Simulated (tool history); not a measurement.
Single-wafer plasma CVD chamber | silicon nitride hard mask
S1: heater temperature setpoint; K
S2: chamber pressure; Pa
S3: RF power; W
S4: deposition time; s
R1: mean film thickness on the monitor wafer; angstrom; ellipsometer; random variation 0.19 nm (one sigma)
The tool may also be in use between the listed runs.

{"run": 1, "hour": 0.0, "S1": 678.15, "S2": 272, "S3": 250, "S4": 40.2, "R1": 444.66}
{"run": 2, "hour": 4.8, "S1": 678.15, "S2": 233, "S3": 250, "S4": 40.2, "R1": 427.55}
{"run": 3, "hour": 10.2, "S1": 673.15, "S2": 233, "S3": 250, "S4": 40.2, "R1": 429.66}
{"run": 4, "hour": 11.4, "S1": 673.15, "S2": 211, "S3": 250, "S4": 40.2, "R1": 418.17}
{"run": 5, "hour": 15.0, "S1": 673.15, "S2": 231, "S3": 265, "S4": 40.4, "R1": 457.27}
{"run": 6, "hour": 15.6, "S1": 673.15, "S2": 249, "S3": 270, "S4": 40.4, "R1": 470.94}
{"run": 7, "hour": 22.2, "S1": 673.15, "S2": 264, "S3": 275, "S4": 40.4, "R1": 484.24}

The next listed run, before its measurement:
{"run": 8, "hour": 30.7, "S1": 673.15, "S2": 276, "S3": 280, "S4": 40.4, "R1": "?"}

{"run 8": {"R1": 498.97}}

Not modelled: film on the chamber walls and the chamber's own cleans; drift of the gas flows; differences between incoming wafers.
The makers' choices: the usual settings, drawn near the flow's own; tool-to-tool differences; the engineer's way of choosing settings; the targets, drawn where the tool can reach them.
